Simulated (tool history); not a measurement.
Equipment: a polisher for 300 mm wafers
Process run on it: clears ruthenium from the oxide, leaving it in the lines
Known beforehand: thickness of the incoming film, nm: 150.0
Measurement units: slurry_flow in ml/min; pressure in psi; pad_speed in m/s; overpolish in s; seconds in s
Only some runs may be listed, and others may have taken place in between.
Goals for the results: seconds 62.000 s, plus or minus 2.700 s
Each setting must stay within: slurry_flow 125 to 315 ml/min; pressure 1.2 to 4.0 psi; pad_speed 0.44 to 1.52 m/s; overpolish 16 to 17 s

Run 1, hour 0.0: slurry_flow 205 ml/min, pressure 2.6 psi, pad_speed 0.98 m/s, overpolish 16 s. Result: seconds 104.900 s.
Run 2, hour 0.7: slurry_flow 205 ml/min, pressure 2.6 psi, pad_speed 1.12 m/s, overpolish 16 s. Result: seconds 95.972 s.
Run 3, hour 1.6: slurry_flow 220 ml/min, pressure 2.6 psi, pad_speed 1.12 m/s, overpolish 16 s. Result: seconds 92.692 s.
Run 4, hour 9.1: slurry_flow 220 ml/min, pressure 2.8 psi, pad_speed 1.12 m/s, overpolish 16 s. Result: seconds 88.761 s.
Run 5, hour 15.5: slurry_flow 220 ml/min, pressure 2.9 psi, pad_speed 1.12 m/s, overpolish 16 s. Result: seconds 88.339 s.
Run 6, hour 17.4: slurry_flow 220 ml/min, pressure 2.6 psi, pad_speed 1.12 m/s, overpolish 16 s. Result: seconds 95.383 s.
Run 7, hour 24.2: slurry_flow 220 ml/min, pressure 2.8 psi, pad_speed 1.12 m/s, overpolish 16 s. Result: seconds 88.130 s.
Run 8, hour 31.4: slurry_flow 220 ml/min, pressure 2.9 psi, pad_speed 1.12 m/s, overpolish 16 s. Result: seconds 84.724 s.
Run 9, hour 33.3: slurry_flow 220 ml/min, pressure 3.0 psi, pad_speed 1.12 m/s, overpolish 16 s. Result: seconds 83.154 s.
Run 10, hour 39.7: slurry_flow 220 ml/min, pressure 3.1 psi, pad_speed 1.12 m/s, overpolish 16 s. Result: seconds 81.504 s.
Run 11, hour 47.8: slurry_flow 220 ml/min, pressure 3.1 psi, pad_speed 1.12 m/s, overpolish 16 s. Result: seconds 80.642 s.
Run 12, hour 51.7: slurry_flow 220 ml/min, pressure 3.2 psi, pad_speed 1.12 m/s, overpolish 16 s. Result: seconds 77.579 s.
Run 13, hour 53.0: slurry_flow 220 ml/min, pressure 3.3 psi, pad_speed 1.12 m/s, overpolish 16 s. Result: seconds 76.494 s.

Consider the 5 candidate settings below. Which is the only one whose results all fall within their allowed miss of target?
Run A, hour 54.3: slurry_flow 175 ml/min, pressure 3.2 psi, pad_speed 0.90 m/s, overpolish 16 s. Result: seconds ?.
Run B, hour 54.3: slurry_flow 240 ml/min, pressure 4.0 psi, pad_speed 1.30 m/s, overpolish 16 s. Result: seconds ?.
Run C, hour 54.3: slurry_flow 220 ml/min, pressure 3.0 psi, pad_speed 1.04 m/s, overpolish 16 s. Result: seconds ?.
Run D, hour 54.3: slurry_flow 215 ml/min, pressure 3.1 psi, pad_speed 1.02 m/s, overpolish 16 s. Result: seconds ?.
Run E, hour 54.3: slurry_flow 225 ml/min, pressure 3.6 psi, pad_speed 1.26 m/s, overpolish 16 s. Result: seconds ?.

move  seconds
   A   95.929
   B   53.950
   C   87.258
   D   86.239
   E   61.878
A: the biggest miss grows against the last run
B: the result that was furthest off in the last run now lies on the other side of its target
C: the biggest miss grows against the last run
D: the biggest miss grows against the last run
E: every result lands within tolerance
The right move is E.

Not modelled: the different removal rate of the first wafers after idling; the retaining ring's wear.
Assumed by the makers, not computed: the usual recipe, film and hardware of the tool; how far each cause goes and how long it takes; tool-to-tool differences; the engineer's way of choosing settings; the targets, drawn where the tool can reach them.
